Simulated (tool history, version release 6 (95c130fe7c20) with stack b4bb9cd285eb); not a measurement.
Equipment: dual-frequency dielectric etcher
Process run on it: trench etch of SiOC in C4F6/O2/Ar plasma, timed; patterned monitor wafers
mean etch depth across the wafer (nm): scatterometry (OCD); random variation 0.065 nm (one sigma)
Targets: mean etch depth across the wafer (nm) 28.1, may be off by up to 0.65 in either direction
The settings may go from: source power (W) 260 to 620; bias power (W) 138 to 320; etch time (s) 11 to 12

| run | hour | source power (W) | bias power (W) | etch time (s) | mean etch depth across the wafer (nm) |
|---|---|---|---|---|---|
| 1 | 0 | 440 | 229 | 12 | 22.503 |
| 2 | 8.2 | 470 | 237 | 12 | 23.485 |
| 3 | 14.7 | 390 | 237 | 12 | 21.443 |
| 4 | 15.4 | 440 | 237 | 12 | 22.807 |
| 5 | 20.8 | 460 | 240 | 12 | 23.388 |
| 6 | 28.7 | 480 | 243 | 12 | 24.004 |
| 7 | 34.1 | 500 | 245 | 12 | 24.507 |
| 8 | 40.5 | 520 | 248 | 12 | 25.074 |

4 next moves are on the table. One of them brings every result within its allowed miss. Which?
| A | 46.9 | 520 | 236 | 11 | ? |
| B | 46.9 | 620 | 305 | 11.5 | ? |
| C | 46.9 | 490 | 275 | 11.5 | ? |
| D | 46.9 | 520 | 235 | 11 | ? |

| move | mean etch depth across the wafer (nm) |
|---|---|
| A | 22.555 |
| B | 28.027 |
| C | 24.238 |
| D | 22.521 |
A: further off than the last run
B: each result inside its tolerance
C: further off than the last run
D: further off than the last run
B is the move that brings every result within its allowed miss.
